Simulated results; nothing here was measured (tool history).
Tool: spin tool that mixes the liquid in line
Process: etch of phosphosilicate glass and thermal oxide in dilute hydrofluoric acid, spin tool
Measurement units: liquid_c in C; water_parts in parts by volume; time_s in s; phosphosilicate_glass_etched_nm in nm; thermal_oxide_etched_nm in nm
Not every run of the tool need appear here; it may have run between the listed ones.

| run | hour | liquid_c | water_parts | time_s | phosphosilicate_glass_etched_nm | thermal_oxide_etched_nm |
|---|---|---|---|---|---|---|
| 1 | 0 | 24 | 190 | 30 | 15.662 | 0.53231 |
| 2 | 8.4 | 24 | 225 | 30 | 12.369 | 0.44513 |
| 3 | 16.2 | 21 | 225 | 30 | 11.395 | 0.45248 |
| 4 | 22.5 | 22 | 215 | 30 | 12.334 | 0.46516 |
|  | 30.1 | hydrofluoric acid flow meter replaced |
| 5 | 30.1 | 22 | 215 | 35 | 16.65 | 0.6955 |
| 6 | 33 | 22.5 | 220 | 35 | 16.48 | 0.60895 |
| 7 | 35.1 | 22.5 | 225 | 35 | 15.563 | 0.58525 |

What does the tool deliver on the next run?
| 8 | 40.3 | 22.5 | 230 | 35 | ? | ? |

Run 8 measured phosphosilicate_glass_etched_nm 15.521 nm, thermal_oxide_etched_nm 0.62638 nm.

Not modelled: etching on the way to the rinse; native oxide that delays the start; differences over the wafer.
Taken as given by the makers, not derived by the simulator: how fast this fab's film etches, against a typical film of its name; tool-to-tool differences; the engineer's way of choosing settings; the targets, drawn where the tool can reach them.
